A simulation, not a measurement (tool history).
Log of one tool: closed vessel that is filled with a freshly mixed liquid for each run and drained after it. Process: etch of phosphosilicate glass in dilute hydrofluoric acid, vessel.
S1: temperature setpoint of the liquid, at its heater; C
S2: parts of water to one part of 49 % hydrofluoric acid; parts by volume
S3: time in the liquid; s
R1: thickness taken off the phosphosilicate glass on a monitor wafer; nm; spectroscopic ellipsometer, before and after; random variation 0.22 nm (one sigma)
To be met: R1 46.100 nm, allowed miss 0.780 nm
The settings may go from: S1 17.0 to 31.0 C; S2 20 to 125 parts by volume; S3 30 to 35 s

run,hour,S1,S2,S3,R1
1,0.0,23.0,70,35,41.267
2,4.2,23.0,55,35,53.800
3,11.8,22.0,55,35,51.927
4,19.5,22.0,55,35,51.943
5,22.9,22.0,45,35,63.624
6,30.1,20.5,50,35,53.298
7,39.2,19.5,50,35,51.554
8,40.1,18.5,50,35,49.117

4 next moves are on the table. One of them brings every result within its allowed miss. Which?
A,41.0,20.0,55,35,?
B,41.0,17.0,45,30,?
C,41.0,17.0,50,35,?
D,41.0,18.5,55,35,?

move,R1
A,47.414
B,44.172
C,46.122
D,44.481
A: nearer than the last run, and not there yet
B: takes the result that was furthest off past its target
C: meets every target
D: takes the result that was furthest off past its target
The right move is C.
